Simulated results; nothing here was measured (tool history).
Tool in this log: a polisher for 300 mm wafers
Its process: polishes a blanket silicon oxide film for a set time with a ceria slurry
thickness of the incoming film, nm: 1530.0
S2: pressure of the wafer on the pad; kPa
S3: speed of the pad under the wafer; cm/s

Run 1, hour 0: flow of slurry (ml/min) 255, S2 22.8 kPa, S3 88 cm/s, polishing time (s) 54. Result: film removed (Å) 2600.9.
Run 2, hour 5.8: flow of slurry (ml/min) 255, S2 22.8 kPa, S3 104 cm/s, polishing time (s) 54. Result: film removed (Å) 3003.7.
Run 3, hour 8.1: flow of slurry (ml/min) 255, S2 22.8 kPa, S3 114 cm/s, polishing time (s) 54. Result: film removed (Å) 3273.2.
Run 4, hour 9.1: flow of slurry (ml/min) 255, S2 23.4 kPa, S3 114 cm/s, polishing time (s) 54. Result: film removed (Å) 3350.7.
Run 5, hour 17.5: flow of slurry (ml/min) 255, S2 24.1 kPa, S3 114 cm/s, polishing time (s) 54. Result: film removed (Å) 3362.5.
Run 6, hour 23.1: flow of slurry (ml/min) 255, S2 24.1 kPa, S3 114 cm/s, polishing time (s) 54. Result: film removed (Å) 3401.
Run 7, hour 31.6: flow of slurry (ml/min) 265, S2 30.3 kPa, S3 114 cm/s, polishing time (s) 54. Result: film removed (Å) 4064.1.

Run 8 is up next; what results do you expect?
Run 8, hour 39.1: flow of slurry (ml/min) 265, S2 31.7 kPa, S3 114 cm/s, polishing time (s) 54. Result: film removed (Å) ?.

{"run 8": {"film removed (Å)": 4171.2}}

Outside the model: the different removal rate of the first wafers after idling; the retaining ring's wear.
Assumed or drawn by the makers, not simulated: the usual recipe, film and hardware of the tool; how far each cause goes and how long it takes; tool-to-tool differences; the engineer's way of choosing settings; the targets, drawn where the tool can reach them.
